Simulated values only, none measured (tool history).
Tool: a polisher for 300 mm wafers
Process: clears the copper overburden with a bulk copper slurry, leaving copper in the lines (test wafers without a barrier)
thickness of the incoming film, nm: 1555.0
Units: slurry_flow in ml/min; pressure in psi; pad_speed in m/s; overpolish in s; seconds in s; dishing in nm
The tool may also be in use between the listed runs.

run	day	slurry_flow	pressure	pad_speed	slurry_solids	overpolish	seconds	dishing
1	0.000	170	2.9	1.24	1.0	21	135.78	114.710
2	0.217	170	2.7	1.22	1.0	24	152.26	114.270
3	0.246	170	2.6	1.20	1.0	26	160.56	114.240
4	0.317	170	2.0	1.20	1.0	26	204.34	99.798
5	0.558	170	2.0	1.20	1.0	28	204.09	102.380
6	0.750	170	1.3	1.20	1.0	28	289.93	75.438
7	0.842	170	1.6	1.20	1.0	29	248.28	89.873

Run 8, settings as shown, results not yet in. Your forecast:
# day 1.008: slurry nozzle cleaned
8	1.008	175	2.3	1.20	1.0	31	?	?

{"run 8": {"seconds": 169.64, "dishing": 119.98}}
